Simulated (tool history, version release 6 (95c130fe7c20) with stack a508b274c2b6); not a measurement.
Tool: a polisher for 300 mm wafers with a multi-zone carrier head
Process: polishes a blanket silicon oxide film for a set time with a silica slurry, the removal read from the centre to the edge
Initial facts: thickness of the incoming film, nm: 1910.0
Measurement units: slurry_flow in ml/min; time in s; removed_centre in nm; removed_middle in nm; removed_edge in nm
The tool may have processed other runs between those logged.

run,hour,slurry_flow,centre_zone,middle_zone,edge_zone,slurry_solids,time,removed_centre,removed_middle,removed_edge
1,0.0,315,1.00,1.00,1.00,1.00,32,81.917,82.216,84.461
2,4.7,315,1.00,0.96,1.00,1.00,32,82.392,79.612,84.976
3,8.8,310,0.98,0.97,0.99,0.95,32,81.197,79.403,82.023
4,15.7,310,0.98,1.03,0.99,0.95,32,78.744,82.657,81.477
5,18.3,310,0.98,1.03,0.99,1.05,32,82.317,85.466,85.010
6,22.6,310,0.96,1.04,0.99,1.00,32,77.085,84.286,81.962
7,28.1,310,0.95,1.04,0.99,1.00,32,78.200,83.939,83.284
8,30.3,310,0.95,1.04,0.99,1.00,32,79.034,84.869,83.487
9,34.8,305,0.94,1.05,1.00,0.95,32,76.456,83.436,82.357
10,37.4,305,0.93,1.06,1.00,0.90,32,73.189,83.110,80.123
11,40.6,305,0.92,1.06,1.00,0.85,32,70.516,80.950,79.649

What does the tool deliver on the next run?
12,43.4,280,0.82,1.13,0.90,0.70,31,?,?,?

removed_centre: 56.587 nm
removed_middle: 76.927 nm
removed_edge: 66.343 nm

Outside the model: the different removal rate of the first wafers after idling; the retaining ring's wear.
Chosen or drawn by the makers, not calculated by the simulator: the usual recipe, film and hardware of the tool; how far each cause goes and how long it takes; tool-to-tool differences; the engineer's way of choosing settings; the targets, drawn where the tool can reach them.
